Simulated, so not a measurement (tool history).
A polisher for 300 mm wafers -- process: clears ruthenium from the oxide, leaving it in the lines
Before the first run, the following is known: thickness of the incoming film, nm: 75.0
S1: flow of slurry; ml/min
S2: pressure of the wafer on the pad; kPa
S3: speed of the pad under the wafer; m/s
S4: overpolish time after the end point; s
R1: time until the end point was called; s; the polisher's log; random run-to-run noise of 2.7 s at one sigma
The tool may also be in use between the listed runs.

run 1 hour=0 | S1=150 S2=9.7 S3=0.84 S4=38 | R1=114.94
run 2 hour=4.8 | S1=150 S2=8.3 S3=0.84 S4=38 | R1=125.29
run 3 hour=11.2 | S1=185 S2=8.3 S3=0.84 S4=38 | R1=122.31
run 4 hour=12.7 | S1=185 S2=6.9 S3=0.8 S4=38 | R1=145.04
run 5 hour=14.5 | S1=185 S2=6.9 S3=0.8 S4=38 | R1=143.25
run 6 hour=21.6 | S1=185 S2=6.9 S3=0.66 S4=38 | R1=168.76
run 7 hour=27.9 | S1=185 S2=6.2 S3=0.66 S4=38 | R1=180.06

Forecast run 8:
run 8 hour=30.5 | S1=185 S2=5.5 S3=0.66 S4=38 | R1=?

R1: 196.53 s
